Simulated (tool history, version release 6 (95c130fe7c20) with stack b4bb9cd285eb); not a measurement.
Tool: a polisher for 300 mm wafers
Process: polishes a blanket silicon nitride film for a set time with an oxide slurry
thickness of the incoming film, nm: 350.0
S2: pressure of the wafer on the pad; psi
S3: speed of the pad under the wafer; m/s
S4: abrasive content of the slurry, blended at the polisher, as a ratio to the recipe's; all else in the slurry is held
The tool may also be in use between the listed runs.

{"run": 1, "day": 0.0, "flow of slurry (ml/min)": 265, "S2": 2.9, "S3": 1.28, "S4": 1, "polishing time (s)": 51, "film removed (nm)": 29.702}
{"run": 2, "day": 0.05, "flow of slurry (ml/min)": 260, "S2": 2.5, "S3": 1.28, "S4": 1, "polishing time (s)": 51, "film removed (nm)": 25.711}
{"run": 3, "day": 0.217, "flow of slurry (ml/min)": 200, "S2": 2.5, "S3": 1.28, "S4": 1, "polishing time (s)": 51, "film removed (nm)": 24.9}
{"run": 4, "day": 0.392, "flow of slurry (ml/min)": 200, "S2": 2.5, "S3": 1.6, "S4": 1, "polishing time (s)": 51, "film removed (nm)": 29.762}
{"run": 5, "day": 0.517, "flow of slurry (ml/min)": 200, "S2": 2.5, "S3": 1.6, "S4": 1, "polishing time (s)": 51, "film removed (nm)": 29.499}
{"run": 6, "day": 0.812, "flow of slurry (ml/min)": 195, "S2": 2.2, "S3": 1.54, "S4": 1, "polishing time (s)": 51, "film removed (nm)": 24.922}
{"run": 7, "day": 0.921, "flow of slurry (ml/min)": 190, "S2": 2, "S3": 1.54, "S4": 1, "polishing time (s)": 51, "film removed (nm)": 22.963}
{"run": 8, "day": 1.125, "flow of slurry (ml/min)": 180, "S2": 1.3, "S3": 1.48, "S4": 1, "polishing time (s)": 51, "film removed (nm)": 14.562}
{"run": 9, "day": 1.492, "flow of slurry (ml/min)": 200, "S2": 1.4, "S3": 1.48, "S4": 1, "polishing time (s)": 51, "film removed (nm)": 15.936}

Forecast run 10:
{"run": 10, "day": 1.85, "flow of slurry (ml/min)": 215, "S2": 1.4, "S3": 1.48, "S4": 1, "polishing time (s)": 51, "film removed (nm)": "?"}

{"run 10": {"film removed (nm)": 16.16}}
